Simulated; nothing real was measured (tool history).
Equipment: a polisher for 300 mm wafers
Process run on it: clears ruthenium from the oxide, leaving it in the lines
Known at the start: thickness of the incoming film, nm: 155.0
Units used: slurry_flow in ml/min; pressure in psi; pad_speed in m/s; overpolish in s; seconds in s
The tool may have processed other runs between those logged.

run 1 hour=0.0 | slurry_flow=265 pressure=1.5 pad_speed=1.12 overpolish=36 | seconds=140.63
run 2 hour=8.7 | slurry_flow=265 pressure=1.6 pad_speed=1.12 overpolish=36 | seconds=137.03
run 3 hour=15.4 | slurry_flow=265 pressure=1.6 pad_speed=1.00 overpolish=36 | seconds=149.36
run 4 hour=24.1 | slurry_flow=325 pressure=1.6 pad_speed=1.00 overpolish=36 | seconds=146.93
run 5 hour=25.0 | slurry_flow=285 pressure=1.6 pad_speed=1.00 overpolish=36 | seconds=150.13
run 6 hour=26.1 | slurry_flow=315 pressure=1.6 pad_speed=1.00 overpolish=36 | seconds=146.75
run 7 hour=26.9 | slurry_flow=315 pressure=1.7 pad_speed=1.00 overpolish=36 | seconds=141.14

Run 8 is up next; what results do you expect?
run 8 hour=33.0 | slurry_flow=315 pressure=1.8 pad_speed=1.00 overpolish=36 | seconds=?

Run 8 produced seconds 132.71 s.

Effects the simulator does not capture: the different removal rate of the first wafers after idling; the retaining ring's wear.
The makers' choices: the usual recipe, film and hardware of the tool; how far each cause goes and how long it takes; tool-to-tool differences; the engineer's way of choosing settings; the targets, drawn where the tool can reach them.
